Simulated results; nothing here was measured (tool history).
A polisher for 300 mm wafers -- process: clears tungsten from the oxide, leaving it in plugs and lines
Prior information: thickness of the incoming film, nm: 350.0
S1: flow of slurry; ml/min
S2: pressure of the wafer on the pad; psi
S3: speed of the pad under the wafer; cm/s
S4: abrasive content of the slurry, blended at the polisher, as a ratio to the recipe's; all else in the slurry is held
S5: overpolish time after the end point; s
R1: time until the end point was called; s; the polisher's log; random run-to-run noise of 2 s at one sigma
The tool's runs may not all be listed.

run 1 hour=0.0 | S1=215 S2=3.1 S3=120 S4=1.0 S5=26 | R1=76.429
run 2 hour=7.9 | S1=190 S2=3.1 S3=120 S4=1.0 S5=26 | R1=77.432
run 3 hour=10.0 | S1=190 S2=3.7 S3=120 S4=1.0 S5=26 | R1=66.044
run 4 hour=12.3 | S1=190 S2=3.7 S3=120 S4=1.0 S5=28 | R1=67.748
run 5 hour=17.5 | S1=190 S2=3.7 S3=120 S4=1.0 S5=26 | R1=66.304
run 6 hour=21.2 | S1=235 S2=3.7 S3=120 S4=1.0 S5=26 | R1=64.975
run 7 hour=30.1 | S1=235 S2=3.1 S3=116 S4=1.0 S5=26 | R1=77.248
run 8 hour=33.1 | S1=235 S2=2.7 S3=114 S4=1.0 S5=26 | R1=88.531

What does the tool deliver on the next run?
run 9 hour=38.5 | S1=235 S2=2.5 S3=112 S4=1.0 S5=26 | R1=?

Run 9 came out at R1 95.149 s.
